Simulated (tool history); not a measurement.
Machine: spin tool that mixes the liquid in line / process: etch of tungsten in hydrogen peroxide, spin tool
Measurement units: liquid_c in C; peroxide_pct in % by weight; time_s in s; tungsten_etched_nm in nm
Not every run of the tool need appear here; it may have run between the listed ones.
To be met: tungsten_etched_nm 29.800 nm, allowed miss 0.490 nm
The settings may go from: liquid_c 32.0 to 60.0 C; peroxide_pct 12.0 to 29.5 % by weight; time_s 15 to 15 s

run	day	liquid_c	peroxide_pct	time_s	tungsten_etched_nm
1	0.000	44.0	20.0	15	20.547
2	0.221	45.5	20.0	15	22.546
3	0.329	45.5	23.5	15	24.357
4	0.371	45.5	21.0	15	22.942
5	0.617	46.5	21.0	15	24.461
6	0.746	46.5	21.0	15	24.554
7	0.821	47.5	21.0	15	26.069
8	1.092	48.0	21.0	15	26.839
9	1.183	48.5	21.0	15	27.951
10	1.354	49.0	21.0	15	28.667

Next run, 4 choices. One meets every target within its allowed miss, the rest don't. Which?
A	1.525	48.0	23.5	15	?
B	1.525	49.0	22.5	15	?
C	1.525	51.0	19.0	15	?
D	1.525	49.0	19.5	15	?

move	tungsten_etched_nm
A	28.406
B	29.564
C	30.700
D	27.523
A: moves away from the targets compared with the last run
B: hits every target within its allowed miss
C: carries the result that was furthest off beyond its target, to the other side
D: moves away from the targets compared with the last run
So the answer is move B, the one that meets all the targets.
